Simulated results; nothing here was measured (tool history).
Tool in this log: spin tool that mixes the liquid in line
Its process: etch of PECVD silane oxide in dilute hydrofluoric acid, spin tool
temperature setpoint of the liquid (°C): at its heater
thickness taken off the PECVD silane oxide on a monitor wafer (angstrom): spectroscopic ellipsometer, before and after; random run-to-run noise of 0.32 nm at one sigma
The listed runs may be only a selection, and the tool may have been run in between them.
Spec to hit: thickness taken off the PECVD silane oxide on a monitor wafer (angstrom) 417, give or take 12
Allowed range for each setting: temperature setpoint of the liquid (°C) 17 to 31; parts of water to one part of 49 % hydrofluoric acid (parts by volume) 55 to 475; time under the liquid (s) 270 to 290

run,hour,temperature setpoint of the liquid (°C),parts of water to one part of 49 % hydrofluoric acid (parts by volume),time under the liquid (s),thickness taken off the PECVD silane oxide on a monitor wafer (angstrom)
1,0,23,265,270,229.23
2,1.8,23,265,290,245.9
3,9.5,24,255,290,263.84
4,10.5,25,240,290,297.37
5,17.9,25,240,270,272.46
6,26.6,25,240,270,275.49
7,29.4,26,235,270,292.44
8,36.1,30,185,270,459.35
9,41,29.5,185,270,451.61
10,45.6,29,185,270,432.94
11,47.8,28.5,185,270,429.97

Of the 4 settings listed for the next run, only one would bring every result within its allowed miss of target. Which one?
A,50,28,175,270,?
B,50,28,185,280,?
C,50,25,165,290,?
D,50,28.5,190,270,?

move,thickness taken off the PECVD silane oxide on a monitor wafer (angstrom)
A,455.47
B,441.29
C,471.16
D,419.06
A: moves away from the targets compared with the last run
B: moves away from the targets compared with the last run
C: moves away from the targets compared with the last run
D: every result lands within tolerance
So the answer is move D, the one that meets all the targets.
